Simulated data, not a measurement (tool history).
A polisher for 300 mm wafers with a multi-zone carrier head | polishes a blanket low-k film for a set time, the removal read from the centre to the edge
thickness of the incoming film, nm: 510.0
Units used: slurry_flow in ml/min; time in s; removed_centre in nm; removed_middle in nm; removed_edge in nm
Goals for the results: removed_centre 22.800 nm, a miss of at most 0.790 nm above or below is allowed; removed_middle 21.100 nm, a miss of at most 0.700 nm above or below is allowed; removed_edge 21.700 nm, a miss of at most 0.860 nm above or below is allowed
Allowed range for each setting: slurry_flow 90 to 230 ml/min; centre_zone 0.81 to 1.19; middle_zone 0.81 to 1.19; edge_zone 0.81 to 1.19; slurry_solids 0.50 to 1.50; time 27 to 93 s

run  hour  slurry_flow  centre_zone  middle_zone  edge_zone  slurry_solids  time  removed_centre  removed_middle  removed_edge
  1   0.0          150         1.00         1.00       1.00           1.00    59          29.099          29.813        28.131
  2   4.5          140         0.99         0.96       0.97           0.90    59          25.708          26.336        26.358
  3   9.3          140         0.99         0.96       0.97           0.70    59          20.271          20.759        20.455
  4  16.1          110         0.99         0.96       0.97           0.70    59          18.688          19.172        19.685
  5  21.7          110         0.99         0.96       0.92           0.70    59          18.742          19.499        19.436
  6  29.4          110         0.99         0.91       0.92           0.70    59          19.113          17.985        19.074
  7  36.9          125         0.99         0.91       0.94           0.70    59          19.747          18.815        19.853
  8  38.8          165         1.04         0.91       0.96           0.70    59          21.968          20.347        20.617

Exercise: of the 4 proposed moves below, exactly one satisfies all targets within the stated allowed misses. Which move is it?
  A  40.7          175         1.12         1.01       0.91           0.60    69               ?               ?             ?
  B  40.7          125         1.01         0.88       0.86           0.75    63               ?               ?             ?
  C  40.7          125         0.96         0.83       0.96           0.65    71               ?               ?             ?
  D  40.7          145         1.06         0.87       0.99           0.70    62               ?               ?             ?

move  removed_centre  removed_middle  removed_edge
   A          23.210          21.643        19.620
   B          23.234          21.668        21.948
   C          21.068          19.718        22.058
   D          23.181          20.291        21.936
A: the biggest miss grows against the last run
B: in spec on every target
C: gets the furthest-off result to its target, but another result is out of tolerance
D: gets the furthest-off result to its target, but another result is out of tolerance
So the answer is move B, the one that meets all the targets.

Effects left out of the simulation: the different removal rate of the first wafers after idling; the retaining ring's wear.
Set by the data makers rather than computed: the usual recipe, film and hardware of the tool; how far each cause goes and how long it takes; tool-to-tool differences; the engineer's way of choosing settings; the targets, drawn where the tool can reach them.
